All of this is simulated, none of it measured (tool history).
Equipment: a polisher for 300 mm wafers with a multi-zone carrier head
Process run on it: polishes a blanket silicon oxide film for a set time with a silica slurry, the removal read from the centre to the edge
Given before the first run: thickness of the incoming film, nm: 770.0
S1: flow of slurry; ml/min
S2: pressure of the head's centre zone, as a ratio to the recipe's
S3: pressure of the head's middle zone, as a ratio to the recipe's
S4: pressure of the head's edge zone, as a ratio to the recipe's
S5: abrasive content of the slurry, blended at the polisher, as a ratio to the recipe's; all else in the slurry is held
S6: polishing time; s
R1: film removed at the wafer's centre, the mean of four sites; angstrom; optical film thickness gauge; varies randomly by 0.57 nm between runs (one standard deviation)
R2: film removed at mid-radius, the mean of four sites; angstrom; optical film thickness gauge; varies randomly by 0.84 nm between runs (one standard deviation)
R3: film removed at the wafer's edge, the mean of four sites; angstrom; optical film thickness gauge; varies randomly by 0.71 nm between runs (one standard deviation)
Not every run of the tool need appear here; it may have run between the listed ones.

| run | hour | S1 | S2 | S3 | S4 | S5 | S6 | R1 | R2 | R3 |
|---|---|---|---|---|---|---|---|---|---|---|
| 1 | 0.0 | 125 | 1.00 | 1.00 | 1.00 | 1.00 | 60 | 1172.40 | 1198.70 | 1196.80 |
| 2 | 3.5 | 125 | 1.00 | 1.00 | 0.97 | 1.00 | 60 | 1166.10 | 1177.70 | 1215.80 |
| 3 | 8.2 | 125 | 1.08 | 1.00 | 0.97 | 1.00 | 60 | 1234.20 | 1199.20 | 1196.00 |
| 4 | 9.5 | 125 | 1.14 | 1.00 | 0.97 | 1.00 | 60 | 1286.90 | 1190.80 | 1202.60 |
| 5 | 15.2 | 115 | 1.08 | 1.01 | 0.97 | 0.85 | 50 | 887.79 | 879.35 | 896.40 |
| 6 | 23.7 | 115 | 1.08 | 1.06 | 0.97 | 0.85 | 50 | 889.33 | 893.64 | 885.13 |
| 7 | 29.9 | 105 | 1.06 | 1.08 | 0.96 | 0.75 | 47 | 719.69 | 738.04 | 716.48 |
| 8 | 38.0 | 95 | 1.01 | 1.07 | 0.94 | 0.70 | 47 | 636.93 | 701.98 | 659.57 |
| 9 | 46.6 | 90 | 1.00 | 1.04 | 0.94 | 0.65 | 47 | 577.28 | 612.32 | 608.50 |
| 10 | 52.3 | 85 | 0.99 | 1.04 | 0.93 | 0.65 | 47 | 558.01 | 614.10 | 598.37 |
| 11 | 58.0 | 80 | 0.99 | 1.03 | 0.92 | 0.65 | 47 | 542.26 | 590.79 | 584.33 |
| 12 | 60.6 | 80 | 0.99 | 1.03 | 0.91 | 0.65 | 47 | 560.19 | 587.37 | 593.85 |
| 13 | 65.7 | 80 | 0.98 | 1.04 | 0.91 | 0.65 | 47 | 555.51 | 587.16 | 596.30 |

Forecast run 14:
| 14 | 73.4 | 80 | 0.97 | 1.05 | 0.91 | 0.65 | 47 | ? | ? | ? |

R1: 557.34 angstrom
R2: 595.87 angstrom
R3: 591.70 angstrom

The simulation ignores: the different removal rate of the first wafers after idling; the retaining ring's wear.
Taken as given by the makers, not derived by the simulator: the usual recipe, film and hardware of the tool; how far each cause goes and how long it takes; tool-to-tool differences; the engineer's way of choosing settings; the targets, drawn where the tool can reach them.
